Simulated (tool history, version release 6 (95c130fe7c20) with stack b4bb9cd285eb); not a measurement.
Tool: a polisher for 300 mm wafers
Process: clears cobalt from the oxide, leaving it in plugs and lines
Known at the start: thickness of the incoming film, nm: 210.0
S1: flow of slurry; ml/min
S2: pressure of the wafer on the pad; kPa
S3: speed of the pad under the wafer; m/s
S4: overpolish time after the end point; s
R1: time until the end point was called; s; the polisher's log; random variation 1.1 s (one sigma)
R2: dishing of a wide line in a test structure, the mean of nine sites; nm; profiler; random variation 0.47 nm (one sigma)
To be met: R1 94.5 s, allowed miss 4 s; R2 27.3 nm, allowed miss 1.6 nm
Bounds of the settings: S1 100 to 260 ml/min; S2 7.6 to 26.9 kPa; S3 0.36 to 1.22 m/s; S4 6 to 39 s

| run | hour | S1 | S2 | S3 | S4 | R1 | R2 |
|---|---|---|---|---|---|---|---|
| 1 | 0 | 165 | 17.2 | 0.78 | 20 | 39.295 | 55.039 |
| 2 | 5.9 | 200 | 17.2 | 0.78 | 20 | 39.212 | 59.542 |
| 3 | 9.8 | 195 | 15.9 | 0.74 | 18 | 44.61 | 51.722 |
| 4 | 13.6 | 195 | 15.9 | 0.74 | 24 | 44.953 | 61.41 |
| 5 | 16.3 | 195 | 13.8 | 0.74 | 24 | 50.864 | 54.703 |
| 6 | 17.9 | 195 | 13.8 | 0.74 | 20 | 49.929 | 49.659 |
| 7 | 25.8 | 190 | 13.1 | 0.7 | 19 | 55.548 | 45.874 |
| 8 | 30.1 | 185 | 12.4 | 0.68 | 18 | 61.43 | 43.075 |
| 9 | 33.9 | 170 | 7.6 | 0.62 | 8 | 108.48 | 14.179 |
| 10 | 41.1 | 190 | 9.7 | 0.54 | 18 | 95.954 | 31.349 |
| 11 | 42.3 | 185 | 9.7 | 0.54 | 18 | 97.959 | 30.484 |
| 12 | 43.1 | 180 | 9.7 | 0.56 | 17 | 94.454 | 30.132 |
| 13 | 51.9 | 175 | 9.7 | 0.58 | 16 | 92.925 | 29.342 |

5 next moves are on the table. One of them brings every result within its allowed miss. Which?
| A | 60.7 | 145 | 9 | 0.64 | 15 | ? | ? |
| B | 60.7 | 180 | 9.7 | 0.6 | 11 | ? | ? |
| C | 60.7 | 175 | 7.6 | 0.62 | 14 | ? | ? |
| D | 60.7 | 155 | 9 | 0.62 | 13 | ? | ? |
| E | 60.7 | 180 | 9.7 | 0.64 | 11 | ? | ? |

| move | R1 | R2 |
|---|---|---|
| A | 92.886 | 27.148 |
| B | 88.666 | 21.893 |
| C | 108.29 | 22.689 |
| D | 94.543 | 23.849 |
| E | 83.326 | 23.047 |
A: meets every target
B: takes the result that was furthest off past its target
C: takes the result that was furthest off past its target
D: takes the result that was furthest off past its target
E: takes the result that was furthest off past its target
Answer: A
